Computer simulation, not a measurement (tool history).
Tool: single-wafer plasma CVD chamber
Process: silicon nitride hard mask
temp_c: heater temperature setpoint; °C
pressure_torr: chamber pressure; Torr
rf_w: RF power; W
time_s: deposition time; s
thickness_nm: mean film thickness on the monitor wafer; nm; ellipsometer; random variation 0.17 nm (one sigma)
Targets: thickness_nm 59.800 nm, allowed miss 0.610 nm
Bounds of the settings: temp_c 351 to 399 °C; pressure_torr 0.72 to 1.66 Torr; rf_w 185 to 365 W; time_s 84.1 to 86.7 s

run	hour	temp_c	pressure_torr	rf_w	time_s	thickness_nm
1	0.0	375	1.19	275	84.1	80.297
2	7.0	367	1.19	275	84.1	81.034
3	15.3	372	1.19	275	84.1	80.943
4	21.2	372	1.19	250	84.1	73.891
5	28.0	372	1.34	250	84.1	75.727
6	29.0	372	1.28	245	84.1	73.646
7	37.7	372	1.22	240	84.1	71.303
8	42.0	372	0.98	225	84.1	62.566
9	44.5	372	0.97	225	84.1	62.246
10	45.5	372	0.96	225	84.1	62.273
# hour 47.7: RF generator calibrated
11	47.7	372	0.95	225	84.1	65.216
12	53.7	372	0.72	200	84.1	53.235
13	54.6	372	0.75	200	84.1	54.024
14	61.3	372	0.78	200	84.1	54.454
15	69.8	372	0.81	200	84.1	55.093
16	71.2	372	0.84	200	84.1	55.553
17	79.8	372	0.86	200	84.1	55.999
18	83.0	372	0.88	200	84.1	56.396

5 next moves are on the table. One of them brings every result within its allowed miss. Which?
A	86.2	372	1.16	195	85.8	?
B	86.2	363	0.94	200	85.3	?
C	86.2	366	0.87	190	84.1	?
D	86.2	377	0.92	190	84.4	?
E	86.2	380	0.72	195	84.1	?

move	thickness_nm
A	60.010
B	58.314
C	52.971
D	53.707
E	51.476
A: meets every target
B: nearer than the last run, and not there yet
C: further off than the last run
D: further off than the last run
E: further off than the last run
The right move is A.
